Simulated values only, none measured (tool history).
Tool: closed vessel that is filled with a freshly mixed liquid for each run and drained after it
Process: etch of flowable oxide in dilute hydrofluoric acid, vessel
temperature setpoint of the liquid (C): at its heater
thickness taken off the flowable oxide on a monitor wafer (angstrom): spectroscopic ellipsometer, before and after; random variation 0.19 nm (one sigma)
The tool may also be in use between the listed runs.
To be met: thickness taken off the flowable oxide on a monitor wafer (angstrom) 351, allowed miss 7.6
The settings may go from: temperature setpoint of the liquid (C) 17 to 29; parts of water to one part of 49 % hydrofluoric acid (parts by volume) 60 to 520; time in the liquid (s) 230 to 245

run,day,temperature setpoint of the liquid (C),parts of water to one part of 49 % hydrofluoric acid (parts by volume),time in the liquid (s),thickness taken off the flowable oxide on a monitor wafer (angstrom)
1,0,21,290,230,411.14
2,0.333,20,290,230,391.97
3,0.458,20,290,230,396.09
4,0.683,20,210,230,585.84
5,0.829,22.5,210,230,644.5
6,0.875,22.5,155,230,917.68
7,1.079,21,195,230,668.73
8,1.262,20,220,230,557.52
9,1.462,20,220,230,552.4
10,1.625,20,220,230,551.7
11,1.788,19,235,230,491.47
12,2.096,18.5,250,230,444.04
13,2.317,18,260,230,421.89
14,2.408,17.5,270,230,388.61
15,2.454,17.5,275,230,381.35
16,2.817,17.5,280,230,373.65
17,3.138,17.5,285,230,365.22
18,3.179,17,285,230,359.97

Which of these 5 next moves meets every target?
A,3.221,17,290,245,?
B,3.221,17,295,245,?
C,3.221,17,305,230,?
D,3.221,17,275,230,?
E,3.221,20,335,245,?

move,thickness taken off the flowable oxide on a monitor wafer (angstrom)
A,372.83
B,364.97
C,328.64
D,373.81
E,346.98
A: further off than the last run
B: further off than the last run
C: takes the result that was furthest off past its target
D: further off than the last run
E: meets every target
The right move is E.

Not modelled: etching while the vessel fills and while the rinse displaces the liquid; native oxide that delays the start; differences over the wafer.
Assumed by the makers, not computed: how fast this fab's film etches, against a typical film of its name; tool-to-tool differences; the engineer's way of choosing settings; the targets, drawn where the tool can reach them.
